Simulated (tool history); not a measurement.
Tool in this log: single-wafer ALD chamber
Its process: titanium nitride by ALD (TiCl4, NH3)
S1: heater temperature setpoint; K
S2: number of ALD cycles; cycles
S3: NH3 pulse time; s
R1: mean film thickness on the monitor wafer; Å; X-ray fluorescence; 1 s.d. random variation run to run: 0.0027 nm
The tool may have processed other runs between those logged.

run  hour      S1  S2    S3      R1
  1     0  678.15  54   3.1  12.232
  2   7.3  676.15  54  2.85  12.186
  3   9.5  672.15  54  2.85  12.181
  4  14.8  672.15  54  2.85  12.193
  5  17.5  671.15  54  2.63  12.121
  6  23.7  671.15  54  2.49   12.12
  7  32.2  671.15  54  2.32  12.032
  8  35.8  671.15  54  2.25  12.083
  9  37.3  671.15  54  2.25  12.056

For run 10, what comes out?
 10  42.6  671.15  54  2.15   ?

R1: 12.033 Å
